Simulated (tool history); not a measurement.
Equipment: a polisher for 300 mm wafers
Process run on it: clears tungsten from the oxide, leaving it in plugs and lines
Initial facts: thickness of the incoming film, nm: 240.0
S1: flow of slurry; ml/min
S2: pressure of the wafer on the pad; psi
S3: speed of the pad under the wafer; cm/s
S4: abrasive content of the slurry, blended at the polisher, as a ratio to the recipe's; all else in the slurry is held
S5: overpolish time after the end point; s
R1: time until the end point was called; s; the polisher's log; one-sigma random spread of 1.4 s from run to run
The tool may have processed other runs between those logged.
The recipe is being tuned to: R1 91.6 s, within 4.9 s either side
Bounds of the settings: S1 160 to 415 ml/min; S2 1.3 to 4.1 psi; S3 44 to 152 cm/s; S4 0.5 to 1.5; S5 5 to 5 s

run  hour   S1   S2  S3  S4  S5      R1
  1     0  265  2.7  98   1   5  67.682
  2   1.5  230  2.7  98   1   5  67.676
  3   6.5  230  2.5  98   1   5  71.979
  4  12.7  180  2.5  98   1   5  74.794
  5  14.6  180    3  98   1   5  66.176
  6  21.4  225    3  98   1   5  62.719
  7    28  225  2.7  96   1   5  66.204
  8  32.2  220  2.4  92   1   5  78.177
  9  40.1  220  2.3  92   1   5  81.025
 10  44.6  220  2.2  92   1   5  85.293
 11  50.1  220  2.2  92   1   5  84.762

Exercise: of the 5 proposed moves below, exactly one satisfies all targets within the stated allowed misses. Which move is it?
  A  55.6  220  2.4   88  1.05   5   ?
  B  55.6  245    2   92   0.9   5   ?
  C  55.6  190  2.1   78     1   5   ?
  D  55.6  220  1.3  104  1.05   5   ?
  E  55.6  235  1.9  108   0.9   5   ?

move      R1
   A  79.575
   B  89.107
   C  102.02
   D  103.19
   E  79.505
A: lands further from the targets than the last run did
B: every result within its allowed miss
C: carries the result that was furthest off beyond its target, to the other side
D: carries the result that was furthest off beyond its target, to the other side
E: lands further from the targets than the last run did
Move B is the one to make.
